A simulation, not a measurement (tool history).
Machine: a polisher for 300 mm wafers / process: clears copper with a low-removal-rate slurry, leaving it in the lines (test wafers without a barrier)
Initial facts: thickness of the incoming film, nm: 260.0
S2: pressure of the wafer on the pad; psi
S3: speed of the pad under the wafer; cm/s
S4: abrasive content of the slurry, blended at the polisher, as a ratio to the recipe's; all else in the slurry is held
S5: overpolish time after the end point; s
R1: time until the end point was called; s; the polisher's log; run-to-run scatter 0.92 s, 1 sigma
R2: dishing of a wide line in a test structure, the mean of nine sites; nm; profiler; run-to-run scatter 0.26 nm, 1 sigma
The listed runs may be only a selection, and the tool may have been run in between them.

Run 1, hour 0: flow of slurry (ml/min) 260, S2 3.1 psi, S3 112 cm/s, S4 1, S5 14 s. Result: R1 73.984 s, R2 35.736 nm.
Run 2, hour 5.6: flow of slurry (ml/min) 260, S2 3.1 psi, S3 112 cm/s, S4 1, S5 10 s. Result: R1 73.308 s, R2 26.73 nm.
Run 3, hour 11.8: flow of slurry (ml/min) 260, S2 3.1 psi, S3 112 cm/s, S4 1, S5 14 s. Result: R1 70.766 s, R2 36.988 nm.
Run 4, hour 20.2: flow of slurry (ml/min) 260, S2 3 psi, S3 116 cm/s, S4 1, S5 12 s. Result: R1 72.687 s, R2 31.006 nm.
Run 5, hour 26.1: flow of slurry (ml/min) 260, S2 3 psi, S3 116 cm/s, S4 1, S5 15 s. Result: R1 73.394 s, R2 37.595 nm.
Run 6, hour 29.6: flow of slurry (ml/min) 260, S2 2.7 psi, S3 128 cm/s, S4 1.05, S5 13 s. Result: R1 71.851 s, R2 33.482 nm.
Run 7, hour 30.2: flow of slurry (ml/min) 260, S2 2.7 psi, S3 128 cm/s, S4 1.05, S5 13 s. Result: R1 72.174 s, R2 33.333 nm.
Run 8, hour 32.5: flow of slurry (ml/min) 255, S2 2.6 psi, S3 136 cm/s, S4 0.95, S5 11 s. Result: R1 73.56 s, R2 27.917 nm.
Run 9, hour 37.8: flow of slurry (ml/min) 255, S2 2.6 psi, S3 136 cm/s, S4 0.95, S5 11 s. Result: R1 71.945 s, R2 29.266 nm.
Run 10, hour 46.6: flow of slurry (ml/min) 285, S2 2.4 psi, S3 140 cm/s, S4 1.05, S5 10 s. Result: R1 72.417 s, R2 25.567 nm.
Run 11, hour 48: flow of slurry (ml/min) 310, S2 2.2 psi, S3 146 cm/s, S4 1.15, S5 9 s. Result: R1 74.146 s, R2 23.903 nm.
Run 12, hour 55.5: flow of slurry (ml/min) 330, S2 2.1 psi, S3 152 cm/s, S4 1, S5 8 s. Result: R1 79.171 s, R2 20.678 nm.

What does the tool deliver on the next run?
Run 13, hour 57.7: flow of slurry (ml/min) 345, S2 2 psi, S3 158 cm/s, S4 1.05, S5 7 s. Result: R1 ?, R2 ?.

{"run 13": {"R1": 75.628, "R2": 17.844}}
